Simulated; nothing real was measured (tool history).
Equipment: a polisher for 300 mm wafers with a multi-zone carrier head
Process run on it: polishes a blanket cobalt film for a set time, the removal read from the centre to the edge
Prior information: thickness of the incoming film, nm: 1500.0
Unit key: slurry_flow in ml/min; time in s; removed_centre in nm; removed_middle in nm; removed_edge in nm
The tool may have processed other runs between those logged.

{"run": 1, "hour": 0.0, "slurry_flow": 170, "centre_zone": 1.0, "middle_zone": 1.0, "edge_zone": 1.0, "time": 46, "removed_centre": 160.74, "removed_middle": 161.49, "removed_edge": 160.24}
{"run": 2, "hour": 4.2, "slurry_flow": 205, "centre_zone": 1.0, "middle_zone": 1.0, "edge_zone": 1.0, "time": 46, "removed_centre": 164.98, "removed_middle": 167.17, "removed_edge": 164.87}
{"run": 3, "hour": 10.9, "slurry_flow": 205, "centre_zone": 1.05, "middle_zone": 1.0, "edge_zone": 1.0, "time": 46, "removed_centre": 172.71, "removed_middle": 164.24, "removed_edge": 168.67}
{"run": 4, "hour": 17.0, "slurry_flow": 180, "centre_zone": 1.05, "middle_zone": 1.0, "edge_zone": 1.0, "time": 46, "removed_centre": 171.33, "removed_middle": 161.72, "removed_edge": 162.88}
{"run": 5, "hour": 23.3, "slurry_flow": 190, "centre_zone": 1.05, "middle_zone": 0.99, "edge_zone": 1.03, "time": 46, "removed_centre": 168.18, "removed_middle": 161.98, "removed_edge": 167.37}
{"run": 6, "hour": 30.7, "slurry_flow": 200, "centre_zone": 1.06, "middle_zone": 0.98, "edge_zone": 1.04, "time": 46, "removed_centre": 174.62, "removed_middle": 167.32, "removed_edge": 165.35}
{"run": 7, "hour": 37.1, "slurry_flow": 190, "centre_zone": 1.05, "middle_zone": 1.0, "edge_zone": 0.99, "time": 47, "removed_centre": 174.39, "removed_middle": 167.83, "removed_edge": 170.85}
{"run": 8, "hour": 45.8, "slurry_flow": 190, "centre_zone": 1.04, "middle_zone": 0.98, "edge_zone": 0.95, "time": 48, "removed_centre": 175.84, "removed_middle": 167.16, "removed_edge": 166.2}

Run 9 has not been measured yet. What should we expect?
{"run": 9, "hour": 54.6, "slurry_flow": 190, "centre_zone": 1.05, "middle_zone": 0.97, "edge_zone": 1.01, "time": 48, "removed_centre": "?", "removed_middle": "?", "removed_edge": "?"}

{"run 9": {"removed_centre": 179.61, "removed_middle": 169.3, "removed_edge": 171.46}}
